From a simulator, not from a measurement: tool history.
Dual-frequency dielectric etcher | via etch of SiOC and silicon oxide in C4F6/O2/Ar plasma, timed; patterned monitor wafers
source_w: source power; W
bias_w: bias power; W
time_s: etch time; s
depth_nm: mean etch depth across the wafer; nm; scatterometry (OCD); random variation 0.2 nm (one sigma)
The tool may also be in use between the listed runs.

| run | day | source_w | bias_w | time_s | depth_nm |
|---|---|---|---|---|---|
| 1 | 0.000 | 360 | 127 | 65 | 67.067 |
| 2 | 0.129 | 350 | 127 | 65 | 66.397 |
| 3 | 0.271 | 340 | 127 | 65 | 65.500 |
| 4 | 0.504 | 330 | 127 | 65 | 64.829 |
| 5 | 0.554 | 330 | 144 | 65 | 66.836 |
| 6 | 0.642 | 350 | 144 | 65 | 68.064 |
| 7 | 1.004 | 340 | 143 | 65 | 67.131 |

Forecast run 8:
| 8 | 1.238 | 330 | 142 | 65 | ? |

depth_nm: 66.406 nm
